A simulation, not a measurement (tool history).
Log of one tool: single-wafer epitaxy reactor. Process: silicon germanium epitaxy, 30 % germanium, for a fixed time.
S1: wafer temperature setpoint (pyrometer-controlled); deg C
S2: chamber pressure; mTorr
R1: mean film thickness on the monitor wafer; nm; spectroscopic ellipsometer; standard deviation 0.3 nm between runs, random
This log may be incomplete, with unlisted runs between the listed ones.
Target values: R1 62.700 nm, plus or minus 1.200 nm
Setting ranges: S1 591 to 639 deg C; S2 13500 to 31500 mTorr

run,day,S1,S2,R1
1,0.000,615,22500,83.393
2,0.367,611,22400,76.175
3,0.733,609,22400,72.942
4,0.833,609,20200,70.068
5,1.121,608,20200,68.698
6,1.338,616,20200,81.063
7,1.492,613,20100,76.174
8,1.750,601,19800,59.073

Of the 4 settings listed for the next run, only one would bring every result within its allowed miss of target. Which one?
A,2.008,600,17800,?
B,2.008,604,19700,?
C,2.008,602,20300,?
D,2.008,601,20700,?

move,R1
A,55.272
B,62.828
C,61.073
D,60.327
A: the biggest miss grows against the last run
B: all results in spec
C: an improvement on the last run, though not all results are within tolerance
D: an improvement on the last run, though not all results are within tolerance
The move that meets every target is B.
